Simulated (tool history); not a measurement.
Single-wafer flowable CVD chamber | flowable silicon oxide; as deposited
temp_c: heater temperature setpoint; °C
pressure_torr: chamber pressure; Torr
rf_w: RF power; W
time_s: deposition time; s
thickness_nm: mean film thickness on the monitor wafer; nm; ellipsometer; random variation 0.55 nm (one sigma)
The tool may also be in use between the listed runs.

run	hour	temp_c	pressure_torr	rf_w	time_s	thickness_nm
1	0.0	105	0.714	2175	731	332.04
2	6.7	107	0.714	2175	731	312.00
3	12.6	107	0.714	2175	696	296.42
4	13.5	108	0.714	2175	696	287.27
5	15.2	99	0.714	2175	696	387.06
6	16.7	99	0.639	2175	696	346.17
7	19.4	101	0.638	2175	696	324.92
8	26.6	103	0.638	2175	696	303.16
9	29.5	103	0.638	2175	696	304.19
10	34.8	104	0.638	2175	696	293.93

Run 11 comes next. What will it give?
11	41.9	104	0.638	2175	696	?

Run 11 gave thickness_nm 293.61 nm.
